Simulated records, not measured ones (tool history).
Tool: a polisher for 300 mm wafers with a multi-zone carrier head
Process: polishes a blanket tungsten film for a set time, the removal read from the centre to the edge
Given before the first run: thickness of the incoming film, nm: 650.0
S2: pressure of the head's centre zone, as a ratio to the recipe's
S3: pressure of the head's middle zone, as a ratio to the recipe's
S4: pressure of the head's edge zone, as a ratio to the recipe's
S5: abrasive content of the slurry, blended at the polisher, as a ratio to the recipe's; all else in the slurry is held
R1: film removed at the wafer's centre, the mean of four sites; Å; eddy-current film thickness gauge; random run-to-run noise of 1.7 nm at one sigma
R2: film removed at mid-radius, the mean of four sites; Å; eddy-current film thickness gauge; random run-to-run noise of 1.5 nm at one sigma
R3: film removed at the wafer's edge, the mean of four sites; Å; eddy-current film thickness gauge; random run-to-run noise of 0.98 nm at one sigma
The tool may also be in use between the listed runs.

Run 1, hour 0.0: flow of slurry (ml/min) 140, S2 1.00, S3 1.00, S4 1.00, S5 1.00, polishing time (s) 38. Result: R1 2252.6 Å, R2 2376.0 Å, R3 2419.0 Å.
Run 2, hour 2.1: flow of slurry (ml/min) 135, S2 0.99, S3 0.98, S4 0.98, S5 0.95, polishing time (s) 37. Result: R1 2151.6 Å, R2 2234.1 Å, R3 2301.4 Å.
Run 3, hour 7.8: flow of slurry (ml/min) 130, S2 0.98, S3 0.96, S4 0.97, S5 0.90, polishing time (s) 36. Result: R1 2007.7 Å, R2 2119.9 Å, R3 2197.9 Å.
Run 4, hour 12.1: flow of slurry (ml/min) 130, S2 0.98, S3 1.04, S4 0.97, S5 0.90, polishing time (s) 36. Result: R1 1985.0 Å, R2 2217.1 Å, R3 2178.8 Å.
Run 5, hour 21.1: flow of slurry (ml/min) 130, S2 0.98, S3 1.09, S4 0.97, S5 0.90, polishing time (s) 36. Result: R1 2009.2 Å, R2 2333.7 Å, R3 2197.9 Å.
At hour 29.7: centre zone pressure recalibrated.
Run 6, hour 29.7: flow of slurry (ml/min) 130, S2 0.98, S3 1.09, S4 0.97, S5 1.00, polishing time (s) 36. Result: R1 2227.9 Å, R2 2377.6 Å, R3 2203.9 Å.

Run 7 has not been measured yet. What should we expect?
Run 7, hour 37.8: flow of slurry (ml/min) 125, S2 1.00, S3 1.06, S4 0.95, S5 0.95, polishing time (s) 35. Result: R1 ?, R2 ?, R3 ?.

Run 7 yielded R1 2121.4 Å, R2 2231.0 Å, R3 2104.6 Å.
